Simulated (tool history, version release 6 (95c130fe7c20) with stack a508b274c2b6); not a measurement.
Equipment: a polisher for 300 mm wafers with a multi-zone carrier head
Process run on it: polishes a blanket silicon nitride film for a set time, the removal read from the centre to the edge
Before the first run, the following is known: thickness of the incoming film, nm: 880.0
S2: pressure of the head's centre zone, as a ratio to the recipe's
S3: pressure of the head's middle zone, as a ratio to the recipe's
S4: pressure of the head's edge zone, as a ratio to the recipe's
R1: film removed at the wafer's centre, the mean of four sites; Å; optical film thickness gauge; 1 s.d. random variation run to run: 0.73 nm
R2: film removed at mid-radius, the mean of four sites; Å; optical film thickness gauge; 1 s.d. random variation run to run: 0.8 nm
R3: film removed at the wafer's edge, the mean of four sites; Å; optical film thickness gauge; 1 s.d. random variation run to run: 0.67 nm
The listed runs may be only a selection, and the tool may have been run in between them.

run 1 day=0.000 | flow_of_slurry_(ml/min)=175 S2=1.00 S3=1.00 S4=1.00 polishing_time_(s)=74 | R1=946.39 R2=903.70 R3=935.20
run 2 day=0.325 | flow_of_slurry_(ml/min)=175 S2=1.00 S3=0.92 S4=1.00 polishing_time_(s)=74 | R1=940.43 R2=859.22 R3=925.79
run 3 day=0.375 | flow_of_slurry_(ml/min)=175 S2=1.00 S3=0.85 S4=1.00 polishing_time_(s)=74 | R1=939.15 R2=823.93 R3=938.68
run 4 day=0.733 | flow_of_slurry_(ml/min)=175 S2=1.00 S3=0.85 S4=0.93 polishing_time_(s)=74 | R1=943.61 R2=818.51 R3=901.34
run 5 day=0.896 | flow_of_slurry_(ml/min)=170 S2=0.99 S3=0.88 S4=0.91 polishing_time_(s)=73 | R1=922.62 R2=821.59 R3=876.15
run 6 day=0.967 | flow_of_slurry_(ml/min)=165 S2=0.98 S3=0.90 S4=0.89 polishing_time_(s)=72 | R1=890.23 R2=808.46 R3=860.87
run 7 day=1.146 | flow_of_slurry_(ml/min)=180 S2=1.01 S3=1.00 S4=0.81 polishing_time_(s)=63 | R1=812.42 R2=789.85 R3=738.83
run 8 day=1.383 | flow_of_slurry_(ml/min)=185 S2=1.01 S3=1.00 S4=0.82 polishing_time_(s)=63 | R1=806.43 R2=777.25 R3=742.48
run 9 day=1.529 | flow_of_slurry_(ml/min)=190 S2=1.01 S3=1.01 S4=0.82 polishing_time_(s)=63 | R1=824.87 R2=800.37 R3=748.42

What will run 10 give?
run 10 day=1.600 | flow_of_slurry_(ml/min)=195 S2=1.00 S3=1.02 S4=0.83 polishing_time_(s)=63 | R1=? R2=? R3=?

R1: 808.72 Å
R2: 800.70 Å
R3: 750.65 Å
